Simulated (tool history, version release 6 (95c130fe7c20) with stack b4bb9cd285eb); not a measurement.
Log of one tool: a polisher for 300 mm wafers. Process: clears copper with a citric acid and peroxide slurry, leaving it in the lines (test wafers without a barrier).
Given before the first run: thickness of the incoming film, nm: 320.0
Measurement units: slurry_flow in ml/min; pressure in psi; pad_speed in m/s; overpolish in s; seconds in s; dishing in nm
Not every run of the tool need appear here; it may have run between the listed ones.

run,hour,slurry_flow,pressure,pad_speed,slurry_solids,overpolish,seconds,dishing
1,0,140,3.2,1.02,1,18,169.03,26.915
2,6.9,140,3.2,1.16,1,18,150.26,30.837
3,9.3,145,3.4,1.16,1,19,142.43,32.565
4,14.4,145,3.4,1.16,0.9,19,149.1,32.421
5,19.6,145,3.7,1.16,0.9,19,140.62,34.695
6,23.6,145,3.7,1.16,0.9,14,138.56,25.805
7,27.3,145,3.9,1.16,0.9,16,135.75,30.597
8,29,150,4.1,1.16,0.9,17,130.21,30.993
9,33.3,150,4.3,1.18,0.9,18,125.6,36.149
10,34.9,150,4.4,1.18,0.9,18,121.88,34.993
11,41.8,150,4.5,1.18,0.9,19,121.74,39.031

What will run 12 give?
12,45.2,150,4.6,1.18,0.9,19,?,?

{"run 12": {"seconds": 117.37, "dishing": 38.094}}
